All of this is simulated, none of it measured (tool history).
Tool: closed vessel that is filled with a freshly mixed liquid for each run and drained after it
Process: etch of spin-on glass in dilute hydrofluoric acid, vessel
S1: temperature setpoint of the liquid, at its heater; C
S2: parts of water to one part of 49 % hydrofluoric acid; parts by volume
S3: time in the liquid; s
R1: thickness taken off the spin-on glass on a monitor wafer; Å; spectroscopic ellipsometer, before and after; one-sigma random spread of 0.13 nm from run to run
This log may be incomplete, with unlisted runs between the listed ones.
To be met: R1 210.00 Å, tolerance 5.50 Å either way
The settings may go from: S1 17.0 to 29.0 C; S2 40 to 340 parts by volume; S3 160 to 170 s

run,hour,S1,S2,S3,R1
1,0.0,21.0,190,160,367.91
2,1.0,23.0,190,160,398.39
3,8.5,21.5,210,160,333.66
4,15.2,21.5,210,170,351.67
5,17.6,20.5,225,170,311.97
6,26.1,20.5,160,170,463.75
7,34.8,20.5,160,170,468.69
8,40.3,20.5,160,170,463.07
9,45.4,19.5,190,170,366.90
10,49.9,19.0,210,170,319.13
11,51.0,18.5,225,170,290.23
12,57.1,18.0,240,170,263.11
13,58.4,17.5,250,170,242.75
14,62.6,17.5,255,170,235.03

5 next moves are on the table. One of them brings every result within its allowed miss. Which?
A,66.8,17.0,270,165,?
B,66.8,18.5,245,170,?
C,66.8,17.0,275,160,?
D,66.8,18.0,240,170,?
E,66.8,17.5,245,170,?

move,R1
A,212.95
B,261.58
C,201.94
D,262.97
E,251.57
A: all results in spec
B: moves away from the targets compared with the last run
C: pushes the last run's worst result past its target
D: moves away from the targets compared with the last run
E: moves away from the targets compared with the last run
Move A is the one to make.

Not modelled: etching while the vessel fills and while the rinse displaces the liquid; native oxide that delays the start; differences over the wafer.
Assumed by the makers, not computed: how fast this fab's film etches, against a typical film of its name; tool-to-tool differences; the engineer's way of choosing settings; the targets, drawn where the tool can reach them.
